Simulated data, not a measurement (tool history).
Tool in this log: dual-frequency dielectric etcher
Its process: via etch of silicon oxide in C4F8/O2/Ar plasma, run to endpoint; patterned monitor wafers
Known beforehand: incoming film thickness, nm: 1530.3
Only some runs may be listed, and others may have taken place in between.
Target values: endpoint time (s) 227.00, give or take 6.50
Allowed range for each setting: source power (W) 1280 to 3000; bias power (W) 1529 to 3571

run,hour,source power (W),bias power (W),endpoint time (s)
1,0.0,2140,2550,262.15
2,1.8,2200,2581,257.95
3,3.6,2260,2607,256.08
4,9.0,2320,2643,249.05
5,14.5,2320,2443,256.37
6,23.6,2150,2443,265.54
7,27.7,2220,2471,261.61
8,31.0,2280,2496,259.68
9,37.2,2330,2537,255.46
10,41.6,2380,2576,252.90
11,49.6,2430,2621,243.08
12,50.7,2460,2629,246.44

Pick the move, out of 5, that brings all results within their allowed miss; only one does.
A,51.8,2450,2952,?
B,51.8,2820,3571,?
C,51.8,2730,2926,?
D,51.8,2150,2152,?
E,51.8,2200,1761,?

move,endpoint time (s)
A,238.62
B,212.77
C,229.81
D,277.05
E,292.06
A: an improvement on the last run, though not all results are within tolerance
B: pushes the last run's worst result past its target
C: all results in spec
D: its largest miss is bigger than the last run's
E: its largest miss is bigger than the last run's
So the answer is move C, the one that meets all the targets.
